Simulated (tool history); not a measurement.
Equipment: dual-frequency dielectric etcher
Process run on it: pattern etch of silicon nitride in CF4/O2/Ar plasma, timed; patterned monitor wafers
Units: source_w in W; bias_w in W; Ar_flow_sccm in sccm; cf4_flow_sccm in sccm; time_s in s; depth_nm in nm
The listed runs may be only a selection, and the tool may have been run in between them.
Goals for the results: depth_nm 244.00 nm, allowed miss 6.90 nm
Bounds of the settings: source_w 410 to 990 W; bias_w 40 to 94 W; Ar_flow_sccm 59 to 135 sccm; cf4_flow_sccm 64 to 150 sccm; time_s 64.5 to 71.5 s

run  hour  source_w  bias_w  Ar_flow_sccm  cf4_flow_sccm  time_s  depth_nm
  1   0.0       700      67            97            107    71.5    196.70
  2   7.7       730      67            97            107    71.5    205.84
  3  13.6       760      67            97            107    71.5    209.54
  4  20.9       790      67            97            107    71.5    218.97
  5  21.4       790      67            97            107    71.5    218.28
  6  29.2       790      61            97            107    71.5    207.26
  7  35.5       820      61            97            107    71.5    213.16
  8  41.1       840      61            97            107    71.5    218.41
  9  47.5       860      61            97            107    71.5    223.09

Of the 5 settings listed for the next run, only one would bring every result within its allowed miss of target. Which one?
  A  53.9       990      64            94            111    71.5         ?
  B  53.9       790      60           103             96    71.5         ?
  C  53.9       920      80            78            108    65.5         ?
  D  53.9       910      75           108             97    71.5         ?
  E  53.9       890      65            82            122    71.5         ?

move  depth_nm
   A    261.72
   B    202.36
   C    258.73
   D    258.88
   E    246.79
A: moves the result that the last run missed by most past its target, out the other side
B: its largest miss is bigger than the last run's
C: moves the result that the last run missed by most past its target, out the other side
D: moves the result that the last run missed by most past its target, out the other side
E: hits every target within its allowed miss
So the answer is move E, the one that meets all the targets.

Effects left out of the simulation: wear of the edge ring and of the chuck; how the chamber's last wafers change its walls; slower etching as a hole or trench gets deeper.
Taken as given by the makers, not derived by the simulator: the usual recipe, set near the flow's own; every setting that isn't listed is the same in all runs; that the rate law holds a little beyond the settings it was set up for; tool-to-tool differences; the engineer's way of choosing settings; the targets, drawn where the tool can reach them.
